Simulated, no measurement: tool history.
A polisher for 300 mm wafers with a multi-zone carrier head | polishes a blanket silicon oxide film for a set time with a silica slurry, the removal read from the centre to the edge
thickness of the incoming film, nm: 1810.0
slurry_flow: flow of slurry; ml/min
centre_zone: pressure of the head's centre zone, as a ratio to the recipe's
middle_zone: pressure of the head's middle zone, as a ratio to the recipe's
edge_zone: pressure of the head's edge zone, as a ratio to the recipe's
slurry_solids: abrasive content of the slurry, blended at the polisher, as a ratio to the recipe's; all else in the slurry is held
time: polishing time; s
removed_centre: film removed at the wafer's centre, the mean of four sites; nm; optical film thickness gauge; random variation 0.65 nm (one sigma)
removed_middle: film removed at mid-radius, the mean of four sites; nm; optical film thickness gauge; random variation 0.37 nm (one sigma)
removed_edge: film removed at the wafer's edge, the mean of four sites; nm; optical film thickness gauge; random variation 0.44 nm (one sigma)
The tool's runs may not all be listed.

run 1 hour=0.0 | slurry_flow=235 centre_zone=1.00 middle_zone=1.00 edge_zone=1.00 slurry_solids=1.00 time=31 | removed_centre=100.170 removed_middle=101.190 removed_edge=98.780
run 2 hour=8.8 | slurry_flow=235 centre_zone=1.00 middle_zone=1.04 edge_zone=1.00 slurry_solids=1.00 time=31 | removed_centre=99.710 removed_middle=102.790 removed_edge=96.180
run 3 hour=11.2 | slurry_flow=235 centre_zone=1.00 middle_zone=1.04 edge_zone=1.00 slurry_solids=0.80 time=31 | removed_centre=91.608 removed_middle=95.704 removed_edge=90.103
run 4 hour=12.2 | slurry_flow=205 centre_zone=1.04 middle_zone=1.01 edge_zone=0.94 slurry_solids=0.70 time=25 | removed_centre=71.141 removed_middle=69.136 removed_edge=65.023
run 5 hour=18.8 | slurry_flow=205 centre_zone=0.97 middle_zone=1.01 edge_zone=0.94 slurry_solids=0.70 time=25 | removed_centre=67.520 removed_middle=70.596 removed_edge=64.412
run 6 hour=25.4 | slurry_flow=195 centre_zone=1.00 middle_zone=0.98 edge_zone=0.90 slurry_solids=0.65 time=23 | removed_centre=61.849 removed_middle=59.292 removed_edge=56.040
run 7 hour=27.7 | slurry_flow=195 centre_zone=1.02 middle_zone=0.97 edge_zone=0.87 slurry_solids=0.60 time=22 | removed_centre=57.452 removed_middle=55.276 removed_edge=52.298

Run 8 comes next. What will it give?
run 8 hour=30.8 | slurry_flow=180 centre_zone=1.06 middle_zone=0.97 edge_zone=0.85 slurry_solids=0.55 time=21 | removed_centre=? removed_middle=? removed_edge=?

removed_centre: 54.088 nm
removed_middle: 50.139 nm
removed_edge: 45.350 nm

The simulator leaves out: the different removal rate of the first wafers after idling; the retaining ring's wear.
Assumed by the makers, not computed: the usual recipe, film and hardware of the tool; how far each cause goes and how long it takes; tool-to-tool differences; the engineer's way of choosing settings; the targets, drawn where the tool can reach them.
